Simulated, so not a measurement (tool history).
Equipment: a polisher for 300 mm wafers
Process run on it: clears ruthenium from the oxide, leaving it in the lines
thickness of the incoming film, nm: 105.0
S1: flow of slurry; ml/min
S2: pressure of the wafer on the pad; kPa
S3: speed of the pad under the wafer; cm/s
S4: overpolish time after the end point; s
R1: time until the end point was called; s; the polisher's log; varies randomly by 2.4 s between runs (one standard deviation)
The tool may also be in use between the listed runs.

run	day	S1	S2	S3	S4	R1
1	0.000	145	15.9	104	6	92.085
2	0.200	145	13.1	102	6	114.760
3	0.354	145	11.7	102	6	124.290
4	0.429	145	11.7	126	6	103.450
5	0.688	145	10.3	122	6	116.290
6	0.796	145	9.0	118	6	138.370

Run 7 comes next. What will it give?
7	1.112	140	6.9	118	6	?

{"run 7": {"R1": 178.72}}

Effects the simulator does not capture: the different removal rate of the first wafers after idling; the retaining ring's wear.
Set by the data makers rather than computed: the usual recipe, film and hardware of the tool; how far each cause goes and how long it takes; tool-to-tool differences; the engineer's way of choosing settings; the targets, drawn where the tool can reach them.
